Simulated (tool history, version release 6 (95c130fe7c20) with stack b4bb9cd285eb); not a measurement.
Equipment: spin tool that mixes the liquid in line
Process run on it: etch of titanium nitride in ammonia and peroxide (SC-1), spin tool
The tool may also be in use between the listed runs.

run,hour,temperature setpoint of the liquid (K),parts of water to one part of 30 % peroxide (parts by volume),parts of 29 % ammonia solution to one part of 30 % peroxide (parts by volume),time under the liquid (s),thickness taken off the titanium nitride on a monitor wafer (angstrom)
1,0.0,323.15,11.5,0.65,110,102.290
2,5.9,322.65,11.5,0.65,110,98.314
3,7.3,322.15,11.5,0.65,110,95.071
4,10.1,322.15,13.0,0.65,110,89.077
5,14.2,322.15,13.0,0.65,110,89.125
6,20.6,321.65,13.0,0.65,110,85.967
7,27.0,321.15,13.0,0.65,110,83.533

Run 8, settings as shown, results not yet in. Your forecast:
8,28.3,320.65,13.0,0.65,110,?

{"run 8": {"thickness taken off the titanium nitride on a monitor wafer (angstrom)": 80.483}}

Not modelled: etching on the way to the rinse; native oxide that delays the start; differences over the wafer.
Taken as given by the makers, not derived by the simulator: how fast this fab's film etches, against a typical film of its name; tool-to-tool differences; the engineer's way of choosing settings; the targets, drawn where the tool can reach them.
